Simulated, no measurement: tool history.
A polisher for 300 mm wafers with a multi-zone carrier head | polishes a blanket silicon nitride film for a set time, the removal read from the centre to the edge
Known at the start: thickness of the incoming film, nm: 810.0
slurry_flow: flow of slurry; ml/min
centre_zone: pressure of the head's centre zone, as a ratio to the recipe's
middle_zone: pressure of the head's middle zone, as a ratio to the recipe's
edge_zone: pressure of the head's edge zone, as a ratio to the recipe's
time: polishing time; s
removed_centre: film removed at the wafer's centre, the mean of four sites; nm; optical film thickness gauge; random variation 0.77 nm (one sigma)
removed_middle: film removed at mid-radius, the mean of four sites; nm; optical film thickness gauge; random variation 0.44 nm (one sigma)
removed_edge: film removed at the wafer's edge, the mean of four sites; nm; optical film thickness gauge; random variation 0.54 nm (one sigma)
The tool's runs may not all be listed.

| run | hour | slurry_flow | centre_zone | middle_zone | edge_zone | time | removed_centre | removed_middle | removed_edge |
|---|---|---|---|---|---|---|---|---|---|
| 1 | 0.0 | 180 | 1.00 | 1.00 | 1.00 | 36 | 56.769 | 55.796 | 57.766 |
| 2 | 1.1 | 175 | 1.04 | 0.97 | 0.99 | 36 | 57.916 | 54.076 | 56.145 |
| 3 | 8.6 | 175 | 1.04 | 0.94 | 0.99 | 36 | 60.041 | 52.484 | 56.876 |
| 4 | 12.3 | 175 | 1.04 | 0.94 | 0.99 | 41 | 64.813 | 60.272 | 63.424 |
| 5 | 13.9 | 165 | 1.05 | 0.90 | 0.97 | 40 | 63.789 | 56.837 | 61.235 |
| 6 | 16.0 | 165 | 1.05 | 0.95 | 0.97 | 40 | 65.168 | 58.033 | 61.001 |
| 7 | 18.6 | 155 | 1.06 | 0.92 | 0.95 | 39 | 63.390 | 56.396 | 58.896 |
| 8 | 24.3 | 155 | 1.08 | 0.89 | 0.95 | 38 | 62.609 | 52.377 | 57.592 |
| 9 | 32.0 | 150 | 1.09 | 0.88 | 0.94 | 38 | 64.856 | 51.261 | 57.597 |

The next listed run, before its measurement:
| 10 | 36.5 | 145 | 1.09 | 0.87 | 0.93 | 38 | ? | ? | ? |

{"run 10": {"removed_centre": 64.928, "removed_middle": 50.828, "removed_edge": 57.705}}
